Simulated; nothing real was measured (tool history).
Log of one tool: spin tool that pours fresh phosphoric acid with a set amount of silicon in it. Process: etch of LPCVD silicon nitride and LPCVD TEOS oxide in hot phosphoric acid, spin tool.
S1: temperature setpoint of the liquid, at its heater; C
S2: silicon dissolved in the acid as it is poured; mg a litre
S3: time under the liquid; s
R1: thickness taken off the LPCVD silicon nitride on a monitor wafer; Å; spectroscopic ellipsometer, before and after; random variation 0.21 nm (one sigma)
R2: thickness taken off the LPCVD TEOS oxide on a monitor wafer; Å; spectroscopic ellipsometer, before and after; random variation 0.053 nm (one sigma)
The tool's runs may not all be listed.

Run 1, hour 0: S1 164 C, S2 13.5 mg a litre, S3 180 s. Result: R1 197.74 Å, R2 8.6437 Å.
Run 2, hour 5.9: S1 164.5 C, S2 15 mg a litre, S3 190 s. Result: R1 214.92 Å, R2 8.1847 Å.
Run 3, hour 10: S1 164.5 C, S2 15 mg a litre, S3 155 s. Result: R1 175.15 Å, R2 7.7401 Å.
Run 4, hour 17.3: S1 164.5 C, S2 15 mg a litre, S3 205 s. Result: R1 231.24 Å, R2 9.5769 Å.
Run 5, hour 23.9: S1 164.5 C, S2 15 mg a litre, S3 235 s. Result: R1 266.61 Å, R2 11.234 Å.
Run 6, hour 31.7: S1 164.5 C, S2 9.5 mg a litre, S3 235 s. Result: R1 266.39 Å, R2 12.934 Å.
Run 7, hour 33: S1 165 C, S2 11 mg a litre, S3 235 s. Result: R1 269.45 Å, R2 13.13 Å.

Run 8 comes next. What will it give?
Run 8, hour 36.3: S1 165 C, S2 12.5 mg a litre, S3 235 s. Result: R1 ?, R2 ?.

R1: 269.98 Å
R2: 11.686 Å
